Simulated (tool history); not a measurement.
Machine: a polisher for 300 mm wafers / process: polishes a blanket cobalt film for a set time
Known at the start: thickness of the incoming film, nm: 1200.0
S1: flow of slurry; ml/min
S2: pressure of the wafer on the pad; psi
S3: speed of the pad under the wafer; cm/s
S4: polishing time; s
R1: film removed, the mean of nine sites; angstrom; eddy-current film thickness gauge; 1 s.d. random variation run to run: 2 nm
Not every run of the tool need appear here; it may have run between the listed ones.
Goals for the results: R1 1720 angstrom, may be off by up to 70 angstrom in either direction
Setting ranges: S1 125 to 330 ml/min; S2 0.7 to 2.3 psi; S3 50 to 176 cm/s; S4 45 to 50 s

run,hour,S1,S2,S3,S4,R1
1,0,210,1.5,112,50,2135.7
2,3.1,210,1.5,130,50,2495.4
3,4.2,210,1.4,130,50,2349.4
4,8,210,1.3,130,50,2134.8
5,15.1,260,1.3,130,50,2262.3
6,22.2,255,1.2,130,50,2112.2
7,28.2,250,1.2,130,50,2089.1
8,28.8,245,1.2,130,50,2068.8
# hour 30: head pressure recalibrated
9,30,240,1.2,130,50,1917.9
10,31.7,235,1.2,130,50,1933.4

Consider the 5 candidate settings below. Which is the only one whose results all fall within their allowed miss of target?
A,33.4,300,1.8,100,50,?
B,33.4,235,1.2,136,48,?
C,33.4,245,1.2,132,48,?
D,33.4,285,1.3,94,50,?
E,33.4,210,0.8,172,50,?

move,R1
A,2255
B,1927.3
C,1881.3
D,1546.3
E,1700.4
A: its largest miss is bigger than the last run's
B: about as far from the targets as the last run
C: closer than the last run, but not yet in spec
D: takes the biggest miss from the last run beyond its target
E: in spec on every target
E is the move that brings every result within its allowed miss.
